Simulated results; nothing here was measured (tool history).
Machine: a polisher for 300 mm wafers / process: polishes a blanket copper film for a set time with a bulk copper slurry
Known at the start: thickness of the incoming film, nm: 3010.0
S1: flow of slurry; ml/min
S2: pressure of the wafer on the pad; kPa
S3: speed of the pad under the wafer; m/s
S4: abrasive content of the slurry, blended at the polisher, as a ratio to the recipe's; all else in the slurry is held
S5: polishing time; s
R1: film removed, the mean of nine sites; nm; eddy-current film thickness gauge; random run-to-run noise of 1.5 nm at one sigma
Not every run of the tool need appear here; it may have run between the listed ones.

run,hour,S1,S2,S3,S4,S5,R1
1,0.0,165,15.9,1.36,1.0,27,238.37
2,1.0,165,15.9,1.36,0.9,27,228.82
3,9.7,165,15.9,1.62,0.9,27,276.46
4,17.8,165,15.9,1.62,0.9,27,272.32
5,20.1,160,15.2,1.62,0.9,27,262.36
6,20.7,160,14.5,1.62,0.9,27,249.62

Expected results for the next run?
7,23.8,155,13.8,1.62,0.9,27,?

{"run 7": {"R1": 236.45}}
